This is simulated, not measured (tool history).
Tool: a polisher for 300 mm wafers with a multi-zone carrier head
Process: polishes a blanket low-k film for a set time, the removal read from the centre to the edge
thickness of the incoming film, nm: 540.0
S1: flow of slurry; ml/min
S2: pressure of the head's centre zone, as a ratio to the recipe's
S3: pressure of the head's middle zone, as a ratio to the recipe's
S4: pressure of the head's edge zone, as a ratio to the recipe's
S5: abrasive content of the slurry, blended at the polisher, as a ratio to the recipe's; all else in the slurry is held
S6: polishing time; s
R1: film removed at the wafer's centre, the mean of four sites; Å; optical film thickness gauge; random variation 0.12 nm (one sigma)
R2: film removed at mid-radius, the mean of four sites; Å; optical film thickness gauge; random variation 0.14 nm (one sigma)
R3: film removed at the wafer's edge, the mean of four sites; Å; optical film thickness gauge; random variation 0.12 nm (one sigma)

run 1 hour=0.0 | S1=260 S2=1.00 S3=1.00 S4=1.00 S5=1.00 S6=57 | R1=167.51 R2=162.22 R3=165.54
run 2 hour=8.3 | S1=305 S2=1.00 S3=1.00 S4=1.00 S5=1.00 S6=57 | R1=172.26 R2=167.21 R3=165.70
run 3 hour=12.4 | S1=305 S2=0.97 S3=0.98 S4=0.97 S5=0.95 S6=57 | R1=164.67 R2=159.82 R3=159.54
run 4 hour=14.6 | S1=305 S2=0.97 S3=0.98 S4=0.97 S5=0.95 S6=63 | R1=178.72 R2=179.65 R3=177.76
run 5 hour=22.6 | S1=305 S2=0.97 S3=0.98 S4=0.97 S5=0.95 S6=70 | R1=200.90 R2=196.21 R3=197.43
run 6 hour=24.1 | S1=305 S2=0.94 S3=0.96 S4=0.95 S5=0.85 S6=68 | R1=178.81 R2=179.03 R3=183.22
run 7 hour=29.1 | S1=320 S2=0.93 S3=0.96 S4=0.93 S5=0.75 S6=66 | R1=165.09 R2=166.90 R3=164.43
run 8 hour=33.9 | S1=315 S2=0.91 S3=0.95 S4=0.91 S5=0.70 S6=66 | R1=157.68 R2=159.53 R3=158.93

Run 9 comes next. What will it give?
run 9 hour=35.4 | S1=310 S2=0.89 S3=0.94 S4=0.89 S5=0.65 S6=66 | R1=? R2=? R3=?

{"run 9": {"R1": 146.11, "R2": 153.17, "R3": 151.85}}
